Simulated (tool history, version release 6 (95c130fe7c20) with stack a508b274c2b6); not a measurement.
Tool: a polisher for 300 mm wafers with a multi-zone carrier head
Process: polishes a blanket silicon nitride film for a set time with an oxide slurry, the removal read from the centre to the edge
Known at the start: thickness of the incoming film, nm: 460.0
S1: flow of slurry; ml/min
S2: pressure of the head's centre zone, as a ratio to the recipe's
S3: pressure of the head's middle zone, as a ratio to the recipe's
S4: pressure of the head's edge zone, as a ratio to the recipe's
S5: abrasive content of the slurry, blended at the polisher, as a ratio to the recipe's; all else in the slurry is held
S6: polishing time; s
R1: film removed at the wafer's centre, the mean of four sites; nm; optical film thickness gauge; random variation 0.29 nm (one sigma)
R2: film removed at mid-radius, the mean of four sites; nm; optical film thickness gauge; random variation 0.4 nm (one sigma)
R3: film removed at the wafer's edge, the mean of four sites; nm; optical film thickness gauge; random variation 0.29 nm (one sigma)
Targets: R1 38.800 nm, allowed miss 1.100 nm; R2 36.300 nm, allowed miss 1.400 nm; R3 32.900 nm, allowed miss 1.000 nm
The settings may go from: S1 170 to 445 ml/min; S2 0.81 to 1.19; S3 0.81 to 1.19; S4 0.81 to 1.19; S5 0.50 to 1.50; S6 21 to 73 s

run 1 hour=0.0 | S1=285 S2=1.00 S3=1.00 S4=1.00 S5=1.00 S6=47 | R1=24.803 R2=24.026 R3=24.238
run 2 hour=6.2 | S1=295 S2=1.04 S3=1.04 S4=1.02 S5=1.10 S6=47 | R1=27.446 R2=26.672 R3=26.085
run 3 hour=10.6 | S1=305 S2=1.07 S3=1.06 S4=1.04 S5=1.15 S6=47 | R1=29.187 R2=27.321 R3=26.709
run 4 hour=13.3 | S1=310 S2=1.09 S3=1.08 S4=1.05 S5=1.20 S6=47 | R1=30.091 R2=28.465 R3=27.716
run 5 hour=18.4 | S1=310 S2=1.09 S3=1.08 S4=1.05 S5=1.20 S6=38 | R1=24.188 R2=23.059 R3=21.993
run 6 hour=25.7 | S1=320 S2=1.11 S3=1.10 S4=1.06 S5=1.25 S6=40 | R1=26.683 R2=25.201 R3=24.308
run 7 hour=34.0 | S1=330 S2=1.13 S3=1.12 S4=1.05 S5=1.30 S6=42 | R1=29.176 R2=27.211 R3=25.341
run 8 hour=40.4 | S1=350 S2=1.17 S3=1.19 S4=1.15 S5=1.50 S6=50 | R1=38.890 R2=36.388 R3=33.845
run 9 hour=47.6 | S1=350 S2=1.17 S3=1.19 S4=1.14 S5=1.50 S6=50 | R1=38.195 R2=37.124 R3=34.105

5 next moves are on the table. One of them brings every result within its allowed miss. Which?
run A hour=54.8 | S1=435 S2=1.05 S3=1.10 S4=1.19 S5=1.50 S6=52 | R1=? R2=? R3=?
run B hour=54.8 | S1=445 S2=1.13 S3=1.15 S4=1.19 S5=1.45 S6=51 | R1=? R2=? R3=?
run C hour=54.8 | S1=345 S2=1.16 S3=1.14 S4=1.02 S5=1.50 S6=51 | R1=? R2=? R3=?
run D hour=54.8 | S1=380 S2=1.15 S3=1.04 S4=1.17 S5=1.50 S6=53 | R1=? R2=? R3=?
run E hour=54.8 | S1=350 S2=1.11 S3=1.14 S4=1.19 S5=1.50 S6=52 | R1=? R2=? R3=?

move=A R1=36.679 R2=36.447 R3=35.892
move=B R1=38.283 R2=36.670 R3=34.739
move=C R1=38.987 R2=36.176 R3=32.178
move=D R1=40.501 R2=35.038 R3=36.017
move=E R1=38.080 R2=36.934 R3=35.402
A: further off than the last run
B: further off than the last run
C: meets every target
D: further off than the last run
E: further off than the last run
Answer: C

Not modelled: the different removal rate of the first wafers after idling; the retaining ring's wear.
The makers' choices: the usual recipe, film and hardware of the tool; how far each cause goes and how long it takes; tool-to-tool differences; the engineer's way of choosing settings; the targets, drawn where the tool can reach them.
